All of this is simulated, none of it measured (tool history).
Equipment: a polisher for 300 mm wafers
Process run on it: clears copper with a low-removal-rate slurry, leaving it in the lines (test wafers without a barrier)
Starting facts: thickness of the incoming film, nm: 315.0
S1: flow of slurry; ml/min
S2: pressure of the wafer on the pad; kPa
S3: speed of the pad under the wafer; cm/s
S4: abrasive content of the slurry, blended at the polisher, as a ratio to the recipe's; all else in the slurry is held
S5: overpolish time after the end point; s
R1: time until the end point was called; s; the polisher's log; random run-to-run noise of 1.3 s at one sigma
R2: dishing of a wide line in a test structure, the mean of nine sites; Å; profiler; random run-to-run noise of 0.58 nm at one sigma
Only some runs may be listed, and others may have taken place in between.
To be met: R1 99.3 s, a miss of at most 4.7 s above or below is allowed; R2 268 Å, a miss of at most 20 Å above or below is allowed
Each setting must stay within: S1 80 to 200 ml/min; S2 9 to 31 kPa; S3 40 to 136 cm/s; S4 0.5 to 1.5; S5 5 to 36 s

Run 1, day 0: S1 130 ml/min, S2 20 kPa, S3 88 cm/s, S4 1, S5 18 s. Result: R1 131.46 s, R2 241.06 Å.
Run 2, day 0.033: S1 110 ml/min, S2 20 kPa, S3 88 cm/s, S4 1, S5 18 s. Result: R1 137.18 s, R2 233.41 Å.
Run 3, day 0.067: S1 110 ml/min, S2 20 kPa, S3 88 cm/s, S4 1, S5 23 s. Result: R1 139.48 s, R2 265.2 Å.
Run 4, day 0.162: S1 110 ml/min, S2 20 kPa, S3 88 cm/s, S4 1.15, S5 23 s. Result: R1 129.82 s, R2 277.56 Å.
Run 5, day 0.346: S1 115 ml/min, S2 20.7 kPa, S3 88 cm/s, S4 1.15, S5 22 s. Result: R1 127.51 s, R2 263.98 Å.
Run 6, day 0.417: S1 120 ml/min, S2 21.4 kPa, S3 88 cm/s, S4 1.15, S5 21 s. Result: R1 121.79 s, R2 273.44 Å.
Run 7, day 0.75: S1 125 ml/min, S2 22.1 kPa, S3 88 cm/s, S4 1.15, S5 20 s. Result: R1 115.86 s, R2 271.06 Å.
Run 8, day 0.875: S1 130 ml/min, S2 22.8 kPa, S3 88 cm/s, S4 1.15, S5 19 s. Result: R1 113.21 s, R2 264.78 Å.

Which single option among these 5 for the next run brings every result within its allowed miss of target? Just one does.
Run A, day 1: S1 170 ml/min, S2 20.7 kPa, S3 86 cm/s, S4 1.5, S5 14 s. Result: R1 ?, R2 ?.
Run B, day 1: S1 125 ml/min, S2 21.4 kPa, S3 76 cm/s, S4 1, S5 20 s. Result: R1 ?, R2 ?.
Run C, day 1: S1 140 ml/min, S2 22.1 kPa, S3 98 cm/s, S4 1.3, S5 17 s. Result: R1 ?, R2 ?.
Run D, day 1: S1 160 ml/min, S2 19.3 kPa, S3 92 cm/s, S4 1.05, S5 20 s. Result: R1 ?, R2 ?.
Run E, day 1: S1 150 ml/min, S2 22.8 kPa, S3 100 cm/s, S4 1.1, S5 22 s. Result: R1 ?, R2 ?.

move      R1      R2
   A  113.57  225.02
   B   146.1  239.88
   C  100.71  269.36
   D  127.01  258.68
   E  99.456  305.31
A: as far off as the last run
B: the biggest miss grows against the last run
C: hits every target within its allowed miss
D: the biggest miss grows against the last run
E: brings the result that was furthest off to its target, and leaves another outside
Move C is the one to make.
